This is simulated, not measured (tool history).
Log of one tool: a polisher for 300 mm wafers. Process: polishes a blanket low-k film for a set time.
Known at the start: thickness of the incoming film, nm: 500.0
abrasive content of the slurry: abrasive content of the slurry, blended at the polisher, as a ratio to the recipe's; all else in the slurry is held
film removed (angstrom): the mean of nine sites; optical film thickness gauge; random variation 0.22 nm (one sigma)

run	hour	flow of slurry (ml/min)	pressure of the wafer on the pad (psi)	speed of the pad under the wafer (cm/s)	abrasive content of the slurry	polishing time (s)	film removed (angstrom)
1	0	165	2.2	100	1	38	214.72
2	8.7	165	2.2	100	1	40	227.78
3	9.6	165	2.2	76	1	40	180.69
4	11.5	195	2.2	76	1	40	186.44
5	18.9	195	2.3	76	1	40	195.11
6	22.4	195	2.4	76	1	40	203.71

Forecast run 7:
7	27.4	195	2.5	76	1	40	?

film removed (angstrom): 209.34
